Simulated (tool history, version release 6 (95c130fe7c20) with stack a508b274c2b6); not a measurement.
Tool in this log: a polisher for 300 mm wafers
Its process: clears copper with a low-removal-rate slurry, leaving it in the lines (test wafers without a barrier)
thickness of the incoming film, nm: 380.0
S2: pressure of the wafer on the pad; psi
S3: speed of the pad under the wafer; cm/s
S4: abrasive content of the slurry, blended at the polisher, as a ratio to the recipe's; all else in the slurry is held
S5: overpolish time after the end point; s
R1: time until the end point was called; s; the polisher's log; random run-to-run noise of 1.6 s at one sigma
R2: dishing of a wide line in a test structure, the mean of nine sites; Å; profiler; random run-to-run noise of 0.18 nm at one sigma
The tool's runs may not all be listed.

{"run": 1, "day": 0.0, "flow of slurry (ml/min)": 225, "S2": 3.2, "S3": 126, "S4": 1, "S5": 12, "R1": 97.419, "R2": 320.98}
{"run": 2, "day": 0.038, "flow of slurry (ml/min)": 190, "S2": 3.2, "S3": 126, "S4": 1, "S5": 12, "R1": 97.657, "R2": 301.58}
{"run": 3, "day": 0.175, "flow of slurry (ml/min)": 165, "S2": 3.2, "S3": 126, "S4": 1, "S5": 12, "R1": 99.832, "R2": 309.16}
{"run": 4, "day": 0.442, "flow of slurry (ml/min)": 230, "S2": 2.6, "S3": 126, "S4": 1, "S5": 9, "R1": 106.43, "R2": 209.08}
{"run": 5, "day": 0.638, "flow of slurry (ml/min)": 230, "S2": 2.6, "S3": 126, "S4": 1.2, "S5": 9, "R1": 105.36, "R2": 221.83}
{"run": 6, "day": 0.908, "flow of slurry (ml/min)": 230, "S2": 3.2, "S3": 126, "S4": 1.2, "S5": 9, "R1": 93.123, "R2": 253.09}
{"run": 7, "day": 1.017, "flow of slurry (ml/min)": 205, "S2": 2.6, "S3": 124, "S4": 0.95, "S5": 7, "R1": 112.86, "R2": 160.07}
{"run": 8, "day": 1.271, "flow of slurry (ml/min)": 195, "S2": 2.3, "S3": 126, "S4": 0.8, "S5": 6, "R1": 121.36, "R2": 132.63}

Run 9 has not been measured yet. What should we expect?
{"run": 9, "day": 1.538, "flow of slurry (ml/min)": 180, "S2": 2, "S3": 128, "S4": 0.7, "S5": 5, "R1": "?", "R2": "?"}

R1: 135.71 s
R2: 103.17 Å

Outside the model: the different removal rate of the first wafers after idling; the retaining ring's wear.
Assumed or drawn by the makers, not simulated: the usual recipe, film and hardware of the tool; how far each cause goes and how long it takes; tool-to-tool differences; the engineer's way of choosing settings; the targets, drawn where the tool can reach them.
